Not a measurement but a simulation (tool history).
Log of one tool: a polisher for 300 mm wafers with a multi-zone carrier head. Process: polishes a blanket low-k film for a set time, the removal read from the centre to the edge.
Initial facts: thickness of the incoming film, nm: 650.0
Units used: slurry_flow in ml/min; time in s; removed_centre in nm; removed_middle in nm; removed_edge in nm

run    day  slurry_flow  centre_zone  middle_zone  edge_zone  slurry_solids  time  removed_centre  removed_middle  removed_edge
  1      0          240            1            1          1              1    40          14.207           13.72        13.341
  2  0.121          215            1            1          1              1    40          13.949           13.43        13.362
  3  0.312          215            1            1       1.08              1    40          14.105          13.529        13.928
  4  0.529          175            1            1       1.08              1    40           13.63          12.858        13.655
  5  0.629          195         1.04         1.01       1.11           1.15    41          15.602          14.763        15.118
  6   0.75          195         1.04         1.01       1.11           1.15    31          11.742          11.079        11.595
  7  0.875          210         1.08         0.99       1.13           1.25    36          14.991          13.365        14.136

Run 8 has not been measured yet. What should we expect?
  8  1.138          235          1.1         0.99       1.15           1.35    38               ?               ?             ?

{"run 8": {"removed_centre": 17.129, "removed_middle": 14.591, "removed_edge": 15.649}}
